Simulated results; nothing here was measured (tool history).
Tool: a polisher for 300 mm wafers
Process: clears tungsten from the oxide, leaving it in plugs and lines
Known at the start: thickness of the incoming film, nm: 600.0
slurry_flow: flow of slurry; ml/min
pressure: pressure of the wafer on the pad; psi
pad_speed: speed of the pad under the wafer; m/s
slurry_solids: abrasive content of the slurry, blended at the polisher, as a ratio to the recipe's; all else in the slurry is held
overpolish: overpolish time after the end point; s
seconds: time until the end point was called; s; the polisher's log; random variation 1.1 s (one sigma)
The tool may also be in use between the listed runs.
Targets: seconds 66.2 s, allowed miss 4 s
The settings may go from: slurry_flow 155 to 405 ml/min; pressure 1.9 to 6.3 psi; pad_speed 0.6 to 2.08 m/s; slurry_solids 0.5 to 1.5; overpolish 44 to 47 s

run 1 hour=0 | slurry_flow=260 pressure=4.1 pad_speed=1.34 slurry_solids=1 overpolish=44 | seconds=112.91
run 2 hour=5 | slurry_flow=260 pressure=4.3 pad_speed=1.34 slurry_solids=1 overpolish=44 | seconds=111.84
run 3 hour=11.1 | slurry_flow=260 pressure=4.3 pad_speed=1.5 slurry_solids=1 overpolish=44 | seconds=99.273
run 4 hour=18.4 | slurry_flow=260 pressure=4.5 pad_speed=1.52 slurry_solids=1 overpolish=44 | seconds=95.299
run 5 hour=25.4 | slurry_flow=260 pressure=4.5 pad_speed=1.52 slurry_solids=1 overpolish=47 | seconds=92.033
run 6 hour=30.5 | slurry_flow=260 pressure=4.5 pad_speed=1.28 slurry_solids=1 overpolish=47 | seconds=108.28
run 7 hour=37.1 | slurry_flow=260 pressure=4.7 pad_speed=1.3 slurry_solids=1 overpolish=47 | seconds=102.64
-- hour=44.1 worn pad replaced by a new one
run 8 hour=44.1 | slurry_flow=260 pressure=4.9 pad_speed=1.32 slurry_solids=1 overpolish=47 | seconds=90.3
run 9 hour=52.9 | slurry_flow=260 pressure=5 pad_speed=1.32 slurry_solids=1 overpolish=47 | seconds=88.448
run 10 hour=57.1 | slurry_flow=260 pressure=5.1 pad_speed=1.32 slurry_solids=1 overpolish=47 | seconds=86.856
run 11 hour=65.9 | slurry_flow=260 pressure=5.2 pad_speed=1.32 slurry_solids=1 overpolish=47 | seconds=86.938
run 12 hour=70.8 | slurry_flow=260 pressure=5.3 pad_speed=1.32 slurry_solids=1 overpolish=47 | seconds=82.778
run 13 hour=72.8 | slurry_flow=260 pressure=5.4 pad_speed=1.32 slurry_solids=1 overpolish=47 | seconds=85.459

4 next moves are on the table. One of them brings every result within its allowed miss. Which?
run A hour=74.8 | slurry_flow=260 pressure=6.2 pad_speed=1.64 slurry_solids=0.95 overpolish=47 | seconds=?
run B hour=74.8 | slurry_flow=280 pressure=6.2 pad_speed=1.7 slurry_solids=1.1 overpolish=47 | seconds=?
run C hour=74.8 | slurry_flow=265 pressure=5.6 pad_speed=1.64 slurry_solids=0.9 overpolish=47 | seconds=?
run D hour=74.8 | slurry_flow=255 pressure=4.9 pad_speed=1.18 slurry_solids=1.05 overpolish=44 | seconds=?

move=A seconds=59.455
move=B seconds=55.177
move=C seconds=66.303
move=D seconds=101.04
A: takes the result that was furthest off past its target
B: takes the result that was furthest off past its target
C: meets every target
D: further off than the last run
Move C is the one to make.
